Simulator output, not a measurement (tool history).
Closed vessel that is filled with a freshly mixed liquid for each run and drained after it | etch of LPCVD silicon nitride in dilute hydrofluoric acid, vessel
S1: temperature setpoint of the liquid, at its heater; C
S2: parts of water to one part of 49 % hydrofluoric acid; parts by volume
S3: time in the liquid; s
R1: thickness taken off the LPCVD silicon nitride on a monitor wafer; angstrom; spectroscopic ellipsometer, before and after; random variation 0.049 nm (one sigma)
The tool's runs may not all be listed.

{"run": 1, "hour": 0.0, "S1": 22, "S2": 280, "S3": 860, "R1": 13.352}
{"run": 2, "hour": 3.1, "S1": 19, "S2": 280, "S3": 860, "R1": 11.4}
{"run": 3, "hour": 9.6, "S1": 22, "S2": 280, "S3": 860, "R1": 13.714}
{"run": 4, "hour": 12.5, "S1": 22, "S2": 280, "S3": 860, "R1": 13.843}
{"run": 5, "hour": 16.5, "S1": 22, "S2": 280, "S3": 655, "R1": 10.342}
{"run": 6, "hour": 22.0, "S1": 22.5, "S2": 255, "S3": 675, "R1": 11.803}

Forecast run 7:
{"run": 7, "hour": 25.4, "S1": 23.5, "S2": 235, "S3": 695, "R1": "?"}

Run 7 gave R1 13.963 angstrom.
